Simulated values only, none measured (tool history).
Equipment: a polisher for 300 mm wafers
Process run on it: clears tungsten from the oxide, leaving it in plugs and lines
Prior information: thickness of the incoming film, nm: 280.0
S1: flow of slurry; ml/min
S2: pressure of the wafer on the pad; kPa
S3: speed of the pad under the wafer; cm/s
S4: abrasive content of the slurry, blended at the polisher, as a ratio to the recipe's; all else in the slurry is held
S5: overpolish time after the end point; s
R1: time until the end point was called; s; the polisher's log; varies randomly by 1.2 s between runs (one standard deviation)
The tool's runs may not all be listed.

{"run": 1, "hour": 0.0, "S1": 230, "S2": 33.1, "S3": 86, "S4": 1.0, "S5": 32, "R1": 49.368}
{"run": 2, "hour": 3.7, "S1": 230, "S2": 31.0, "S3": 84, "S4": 1.0, "S5": 32, "R1": 52.955}
{"run": 3, "hour": 12.4, "S1": 230, "S2": 24.8, "S3": 84, "S4": 1.0, "S5": 32, "R1": 67.081}
{"run": 4, "hour": 18.2, "S1": 230, "S2": 20.0, "S3": 84, "S4": 1.0, "S5": 32, "R1": 81.027}
{"run": 5, "hour": 21.1, "S1": 230, "S2": 15.2, "S3": 84, "S4": 1.0, "S5": 32, "R1": 105.18}
{"run": 6, "hour": 24.5, "S1": 230, "S2": 15.2, "S3": 84, "S4": 1.0, "S5": 32, "R1": 105.86}

For run 7, what comes out?
{"run": 7, "hour": 29.0, "S1": 230, "S2": 15.9, "S3": 84, "S4": 1.0, "S5": 32, "R1": "?"}

{"run 7": {"R1": 100.11}}
